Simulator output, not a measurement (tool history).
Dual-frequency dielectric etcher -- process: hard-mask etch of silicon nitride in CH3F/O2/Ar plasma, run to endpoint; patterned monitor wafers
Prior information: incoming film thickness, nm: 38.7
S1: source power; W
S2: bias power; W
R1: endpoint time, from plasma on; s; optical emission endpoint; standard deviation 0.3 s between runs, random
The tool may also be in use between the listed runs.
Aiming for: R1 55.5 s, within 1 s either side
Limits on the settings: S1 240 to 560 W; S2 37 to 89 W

run  hour   S1  S2      R1
  1     0  400  63  48.371
  2   2.2  450  63  47.047
  3   9.8  500  63  45.355
  4  11.6  480  62  45.883
  5  19.1  460  61  46.935
  6  20.6  400  61  48.846
  7  27.6  380  60  49.739
  8  28.6  370  59  50.461
  9  31.9  360  58  51.256
 10  33.7  350  58  51.365

Pick the move, out of 5, that brings all results within their allowed miss; only one does.
  A  35.5  380  70   ?
  B  35.5  320  56   ?
  C  35.5  330  50   ?
  D  35.5  400  51   ?
  E  35.5  310  74   ?

move      R1
   A   47.31
   B  53.753
   C  55.542
   D  52.336
   E   48.85
A: moves away from the targets compared with the last run
B: gains on the last run, yet a result remains outside its allowed miss
C: every result lands within tolerance
D: gains on the last run, yet a result remains outside its allowed miss
E: moves away from the targets compared with the last run
Go with C: it meets all targets.
